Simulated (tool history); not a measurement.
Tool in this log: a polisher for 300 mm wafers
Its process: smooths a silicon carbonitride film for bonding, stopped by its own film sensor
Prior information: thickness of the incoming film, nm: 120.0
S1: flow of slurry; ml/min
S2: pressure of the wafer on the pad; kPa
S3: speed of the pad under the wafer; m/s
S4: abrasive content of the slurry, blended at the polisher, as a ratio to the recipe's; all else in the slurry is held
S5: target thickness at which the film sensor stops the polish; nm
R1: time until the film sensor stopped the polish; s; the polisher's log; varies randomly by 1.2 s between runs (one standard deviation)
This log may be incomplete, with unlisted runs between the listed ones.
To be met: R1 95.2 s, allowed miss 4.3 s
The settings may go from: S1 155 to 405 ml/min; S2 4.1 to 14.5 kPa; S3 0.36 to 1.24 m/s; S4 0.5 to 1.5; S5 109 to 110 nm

run,hour,S1,S2,S3,S4,S5,R1
1,0,260,9,0.8,1,109,70.542
2,2.6,260,9,0.8,1,110,64.559
3,6.1,260,9,0.8,0.85,110,67.388
4,13.3,260,9,0.8,0.75,110,74.43
5,15.6,260,11,0.8,0.75,110,61.173
6,19.4,260,11,0.8,0.75,110,61.925
7,20.3,260,9.7,0.78,0.75,110,69.677
8,26.7,260,8.3,0.76,0.75,110,81.873
9,29.3,260,7.6,0.76,0.75,110,87.363

4 candidate next runs follow, results not yet known. Just one meets every target within its allowed miss. Identify it.
A,31.9,255,9,0.8,0.75,109,?
B,31.9,275,6.9,0.76,0.75,110,?
C,31.9,255,7.6,0.54,1,110,?
D,31.9,290,7.6,0.76,0.6,109,?

move,R1
A,79.092
B,93.782
C,101.08
D,104.64
A: moves away from the targets compared with the last run
B: every result lands within tolerance
C: carries the result that was furthest off beyond its target, to the other side
D: carries the result that was furthest off beyond its target, to the other side
B is the move that brings every result within its allowed miss.

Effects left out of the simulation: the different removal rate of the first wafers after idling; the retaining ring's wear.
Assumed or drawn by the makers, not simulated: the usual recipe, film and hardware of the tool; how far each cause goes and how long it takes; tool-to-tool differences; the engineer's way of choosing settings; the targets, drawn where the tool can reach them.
